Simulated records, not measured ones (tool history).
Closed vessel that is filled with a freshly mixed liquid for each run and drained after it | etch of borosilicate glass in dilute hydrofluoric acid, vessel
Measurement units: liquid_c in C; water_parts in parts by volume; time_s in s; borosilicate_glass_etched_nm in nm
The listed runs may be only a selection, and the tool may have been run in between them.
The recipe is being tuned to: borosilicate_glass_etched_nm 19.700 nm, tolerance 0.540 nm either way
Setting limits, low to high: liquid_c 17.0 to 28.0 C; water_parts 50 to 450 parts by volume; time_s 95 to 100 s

run 1 hour=0.0 | liquid_c=20.0 water_parts=250 time_s=95 | borosilicate_glass_etched_nm=15.220
run 2 hour=7.2 | liquid_c=22.5 water_parts=250 time_s=95 | borosilicate_glass_etched_nm=16.927
run 3 hour=8.1 | liquid_c=23.5 water_parts=250 time_s=95 | borosilicate_glass_etched_nm=17.537
run 4 hour=11.0 | liquid_c=24.0 water_parts=250 time_s=95 | borosilicate_glass_etched_nm=17.826
run 5 hour=19.3 | liquid_c=22.0 water_parts=250 time_s=95 | borosilicate_glass_etched_nm=16.627
run 6 hour=20.9 | liquid_c=22.0 water_parts=170 time_s=95 | borosilicate_glass_etched_nm=26.330
run 7 hour=23.5 | liquid_c=21.0 water_parts=175 time_s=95 | borosilicate_glass_etched_nm=24.495
run 8 hour=25.4 | liquid_c=21.0 water_parts=175 time_s=95 | borosilicate_glass_etched_nm=24.453
run 9 hour=34.5 | liquid_c=20.0 water_parts=180 time_s=95 | borosilicate_glass_etched_nm=22.634
run 10 hour=36.5 | liquid_c=19.5 water_parts=180 time_s=95 | borosilicate_glass_etched_nm=22.270
run 11 hour=42.2 | liquid_c=19.0 water_parts=180 time_s=95 | borosilicate_glass_etched_nm=21.951
run 12 hour=47.9 | liquid_c=18.5 water_parts=180 time_s=95 | borosilicate_glass_etched_nm=21.437
run 13 hour=49.6 | liquid_c=18.0 water_parts=180 time_s=95 | borosilicate_glass_etched_nm=21.008

Consider the 5 candidate settings below. Which is the only one whose results all fall within their allowed miss of target?
run A hour=51.3 | liquid_c=21.0 water_parts=210 time_s=95 | borosilicate_glass_etched_nm=?
run B hour=51.3 | liquid_c=17.5 water_parts=165 time_s=95 | borosilicate_glass_etched_nm=?
run C hour=51.3 | liquid_c=17.5 water_parts=195 time_s=95 | borosilicate_glass_etched_nm=?
run D hour=51.3 | liquid_c=18.0 water_parts=175 time_s=100 | borosilicate_glass_etched_nm=?
run E hour=51.3 | liquid_c=17.0 water_parts=170 time_s=95 | borosilicate_glass_etched_nm=?

move=A borosilicate_glass_etched_nm=19.741
move=B borosilicate_glass_etched_nm=22.889
move=C borosilicate_glass_etched_nm=18.825
move=D borosilicate_glass_etched_nm=22.956
move=E borosilicate_glass_etched_nm=21.667
A: in spec on every target
B: its largest miss is bigger than the last run's
C: takes the biggest miss from the last run beyond its target
D: its largest miss is bigger than the last run's
E: its largest miss is bigger than the last run's
The move that meets every target is A.

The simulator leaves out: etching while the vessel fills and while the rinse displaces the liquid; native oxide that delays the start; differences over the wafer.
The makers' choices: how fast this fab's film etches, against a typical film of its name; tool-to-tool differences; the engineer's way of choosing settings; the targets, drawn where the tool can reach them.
